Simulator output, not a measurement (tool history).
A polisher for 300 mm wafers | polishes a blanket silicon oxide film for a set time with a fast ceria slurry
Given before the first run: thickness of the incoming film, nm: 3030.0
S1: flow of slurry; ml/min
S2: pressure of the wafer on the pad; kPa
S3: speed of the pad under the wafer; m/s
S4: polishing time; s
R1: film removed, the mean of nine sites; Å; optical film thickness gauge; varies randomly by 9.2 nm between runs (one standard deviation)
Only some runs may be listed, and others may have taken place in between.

run,hour,S1,S2,S3,S4,R1
1,0.0,135,14.5,1.08,100,9446.7
2,3.9,135,13.8,1.08,100,9139.8
3,4.9,135,16.5,1.08,100,10414.0
4,10.0,135,16.5,1.34,100,13020.0
5,19.0,135,16.5,1.34,100,12653.0
6,20.7,105,16.5,1.34,100,12342.0
7,29.7,105,14.5,1.32,100,10636.0
8,35.7,105,13.1,1.30,100,10038.0

The next listed run, before its measurement:
# hour 42.2: head pressure recalibrated
9,42.2,100,9.0,1.24,100,?

R1: 7999.4 Å
